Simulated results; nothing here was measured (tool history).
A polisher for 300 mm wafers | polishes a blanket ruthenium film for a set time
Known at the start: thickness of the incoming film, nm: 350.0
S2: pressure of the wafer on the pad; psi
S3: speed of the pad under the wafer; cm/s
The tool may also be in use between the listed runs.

Run 1, day 0: flow of slurry (ml/min) 140, S2 2.4 psi, S3 108 cm/s, polishing time (s) 54. Result: film removed (nm) 94.352.
Run 2, day 0.121: flow of slurry (ml/min) 140, S2 2.4 psi, S3 108 cm/s, polishing time (s) 56. Result: film removed (nm) 97.059.
Run 3, day 0.267: flow of slurry (ml/min) 140, S2 2.4 psi, S3 80 cm/s, polishing time (s) 56. Result: film removed (nm) 76.651.
Run 4, day 0.296: flow of slurry (ml/min) 140, S2 2.4 psi, S3 94 cm/s, polishing time (s) 56. Result: film removed (nm) 89.237.
Run 5, day 0.525: flow of slurry (ml/min) 140, S2 2.1 psi, S3 94 cm/s, polishing time (s) 56. Result: film removed (nm) 77.676.
Run 6, day 0.746: flow of slurry (ml/min) 140, S2 1.9 psi, S3 92 cm/s, polishing time (s) 56. Result: film removed (nm) 69.027.
Run 7, day 0.846: flow of slurry (ml/min) 140, S2 1.8 psi, S3 92 cm/s, polishing time (s) 56. Result: film removed (nm) 65.336.
Run 8, day 1.029: flow of slurry (ml/min) 125, S2 1.2 psi, S3 90 cm/s, polishing time (s) 56. Result: film removed (nm) 42.78.

Run 9 comes next. What will it give?
Run 9, day 1.4: flow of slurry (ml/min) 130, S2 1.2 psi, S3 90 cm/s, polishing time (s) 56. Result: film removed (nm) ?.

film removed (nm): 42.38
